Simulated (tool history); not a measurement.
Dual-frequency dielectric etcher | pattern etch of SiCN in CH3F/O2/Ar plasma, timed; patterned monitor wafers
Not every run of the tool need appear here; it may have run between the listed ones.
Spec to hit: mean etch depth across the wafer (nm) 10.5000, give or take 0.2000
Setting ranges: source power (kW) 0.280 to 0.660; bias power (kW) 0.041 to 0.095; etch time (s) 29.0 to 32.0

run	hour	source power (kW)	bias power (kW)	etch time (s)	mean etch depth across the wafer (nm)
1	0.0	0.470	0.068	32.0	11.8740
2	1.9	0.430	0.067	32.0	11.3390
3	10.3	0.510	0.067	32.0	12.1840
4	18.4	0.510	0.067	32.0	12.1790
5	26.6	0.510	0.061	32.0	11.9740
6	33.7	0.470	0.061	32.0	11.4420
7	38.8	0.450	0.060	32.0	11.3320
8	46.6	0.430	0.059	32.0	11.0030
9	51.4	0.420	0.059	32.0	10.8700
10	56.5	0.410	0.059	32.0	10.7610

Which single option among these 4 for the next run brings every result within its allowed miss of target? Just one does.
A	61.6	0.400	0.067	29.0	?
B	61.6	0.420	0.061	29.5	?
C	61.6	0.440	0.056	29.0	?
D	61.6	0.440	0.071	29.0	?

move	mean etch depth across the wafer (nm)
A	9.9339
B	10.1370
C	10.0120
D	10.4920
A: moves the result that the last run missed by most past its target, out the other side
B: moves the result that the last run missed by most past its target, out the other side
C: moves the result that the last run missed by most past its target, out the other side
D: meets every target
D is the move that brings every result within its allowed miss.
